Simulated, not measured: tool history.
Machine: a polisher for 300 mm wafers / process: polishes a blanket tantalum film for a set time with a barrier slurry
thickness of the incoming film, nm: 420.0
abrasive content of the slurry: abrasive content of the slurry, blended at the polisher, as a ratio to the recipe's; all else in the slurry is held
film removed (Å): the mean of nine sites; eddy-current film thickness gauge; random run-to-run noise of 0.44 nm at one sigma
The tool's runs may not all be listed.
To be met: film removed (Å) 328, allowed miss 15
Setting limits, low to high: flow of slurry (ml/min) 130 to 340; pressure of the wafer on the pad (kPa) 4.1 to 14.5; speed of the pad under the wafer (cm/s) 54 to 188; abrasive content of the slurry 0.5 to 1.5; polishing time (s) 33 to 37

run    day  flow of slurry (ml/min)  pressure of the wafer on the pad (kPa)  speed of the pad under the wafer (cm/s)  abrasive content of the slurry  polishing time (s)  film removed (Å)
  1      0                      220                                       9                                      120                               1                  37            526.73
  2  0.267                      220                                     8.3                                      120                               1                  37            482.47
  3  0.604                      220                                    10.3                                      120                               1                  37            591.79
  4  0.642                      220                                     9.7                                      120                               1                  37            555.05
  5  0.788                      220                                     9.7                                      148                               1                  37            680.66
  6  1.017                      175                                     9.7                                      148                               1                  37            658.64
  7  1.104                      175                                       9                                      144                               1                  37             578.7
  8  1.262                      170                                     8.3                                      144                               1                  37            552.06
  9  1.412                      170                                     7.6                                      142                               1                  37            501.02
 10  1.596                      170                                     6.9                                      140                               1                  37             448.4
 11  1.804                      170                                     6.2                                      140                               1                  37            409.27
 12  1.858                      170                                     5.5                                      140                               1                  37             357.7

Pick the move, out of 5, that brings all results within their allowed miss; only one does.
  A  1.912                      130                                     6.2                                      142                            0.95                  36                 ?
  B  1.912                      225                                     4.8                                      172                            0.85                  35                 ?
  C  1.912                      160                                     4.8                                      154                               1                  35                 ?
  D  1.912                      195                                     4.8                                      156                               1                  37                 ?
  E  1.912                      140                                     4.1                                      154                            0.95                  37                 ?

move  film removed (Å)
   A             382.5
   B            360.14
   C            334.63
   D            368.12
   E            293.12
A: misses by more than the last run did
B: misses by more than the last run did
C: every result within its allowed miss
D: misses by more than the last run did
E: takes the biggest miss from the last run beyond its target
The right move is C.
